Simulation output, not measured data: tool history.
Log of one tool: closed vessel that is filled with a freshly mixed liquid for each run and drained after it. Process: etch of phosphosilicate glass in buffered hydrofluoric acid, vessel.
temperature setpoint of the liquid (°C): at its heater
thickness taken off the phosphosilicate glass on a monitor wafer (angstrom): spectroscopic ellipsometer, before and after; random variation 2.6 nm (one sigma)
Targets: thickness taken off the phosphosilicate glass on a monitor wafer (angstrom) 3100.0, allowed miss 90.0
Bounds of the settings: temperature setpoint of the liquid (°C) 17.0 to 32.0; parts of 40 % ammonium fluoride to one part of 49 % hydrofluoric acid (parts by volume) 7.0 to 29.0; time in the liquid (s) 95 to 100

run,hour,temperature setpoint of the liquid (°C),parts of 40 % ammonium fluoride to one part of 49 % hydrofluoric acid (parts by volume),time in the liquid (s),thickness taken off the phosphosilicate glass on a monitor wafer (angstrom)
1,0.0,25.0,18.0,95,1868.3
2,4.3,25.0,20.0,95,1685.4
3,8.7,27.0,18.5,95,2014.3
4,17.1,27.0,22.5,95,1719.2
5,18.9,27.0,19.5,95,1910.0
6,24.7,27.0,16.0,95,2316.3
7,28.6,28.5,16.0,95,2514.3
8,30.3,29.5,16.0,95,2647.0
9,32.9,30.0,16.0,95,2711.1
10,41.8,30.5,16.0,95,2831.7
11,45.8,31.0,16.0,95,2859.0
12,52.1,31.5,16.0,95,3005.8

5 next moves are on the table. One of them brings every result within its allowed miss. Which?
A,58.4,31.5,16.5,95,?
B,58.4,27.5,13.0,95,?
C,58.4,32.0,15.5,95,?
D,58.4,30.5,16.5,95,?
E,58.4,32.0,17.5,100,?

move,thickness taken off the phosphosilicate glass on a monitor wafer (angstrom)
A,2893.2
B,2959.4
C,3157.2
D,2745.8
E,2950.6
A: further off than the last run
B: further off than the last run
C: meets every target
D: further off than the last run
E: further off than the last run
The right move is C.

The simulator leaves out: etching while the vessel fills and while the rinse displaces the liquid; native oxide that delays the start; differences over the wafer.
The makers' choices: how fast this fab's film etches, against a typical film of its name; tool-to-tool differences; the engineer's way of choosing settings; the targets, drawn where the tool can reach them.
